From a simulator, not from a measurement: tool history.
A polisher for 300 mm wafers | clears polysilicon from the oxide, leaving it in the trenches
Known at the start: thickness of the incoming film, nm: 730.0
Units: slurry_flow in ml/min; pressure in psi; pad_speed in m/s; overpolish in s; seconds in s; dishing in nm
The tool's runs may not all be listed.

run,hour,slurry_flow,pressure,pad_speed,overpolish,seconds,dishing
1,0.0,270,1.7,1.20,29,74.512,48.892
2,7.0,270,1.7,1.20,36,73.603,47.794
3,10.7,270,1.3,1.20,36,89.505,48.423
4,15.9,225,1.3,1.20,36,91.627,48.089
5,19.2,225,1.0,1.20,36,108.520,47.118
6,22.9,205,0.9,1.06,34,129.540,46.156
7,31.3,190,0.9,0.94,26,145.880,43.249
8,39.5,180,0.9,0.86,21,157.730,42.682
9,46.8,175,0.9,0.82,17,167.290,38.674

Run 10 comes next. What will it give?
10,52.5,175,0.9,0.80,15,?,?

seconds: 172.410 s
dishing: 35.630 nm

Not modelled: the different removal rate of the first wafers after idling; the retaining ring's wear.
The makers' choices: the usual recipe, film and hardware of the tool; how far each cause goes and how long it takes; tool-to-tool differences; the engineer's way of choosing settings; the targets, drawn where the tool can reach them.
